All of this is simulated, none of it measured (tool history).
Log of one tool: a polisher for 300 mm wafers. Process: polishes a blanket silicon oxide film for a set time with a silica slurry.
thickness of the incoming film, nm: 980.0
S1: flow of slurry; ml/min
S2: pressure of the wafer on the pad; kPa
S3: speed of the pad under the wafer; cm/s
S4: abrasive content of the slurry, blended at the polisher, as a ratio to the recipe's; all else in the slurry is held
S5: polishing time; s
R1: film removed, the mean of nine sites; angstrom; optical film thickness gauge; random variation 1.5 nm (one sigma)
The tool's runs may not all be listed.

run,hour,S1,S2,S3,S4,S5,R1
1,0,265,29.6,108,1,88,2792
2,6.1,260,26.9,108,1,88,2537.4
3,14.8,255,24.8,108,1,88,2323.5
4,16.4,250,23.4,108,1,88,2178.5
5,22,250,23.4,84,1,88,1811.6
6,22.5,260,24.1,84,1,88,1875.7

Forecast run 7:
7,30.5,265,24.1,84,1,88,?

R1: 1873.4 angstrom

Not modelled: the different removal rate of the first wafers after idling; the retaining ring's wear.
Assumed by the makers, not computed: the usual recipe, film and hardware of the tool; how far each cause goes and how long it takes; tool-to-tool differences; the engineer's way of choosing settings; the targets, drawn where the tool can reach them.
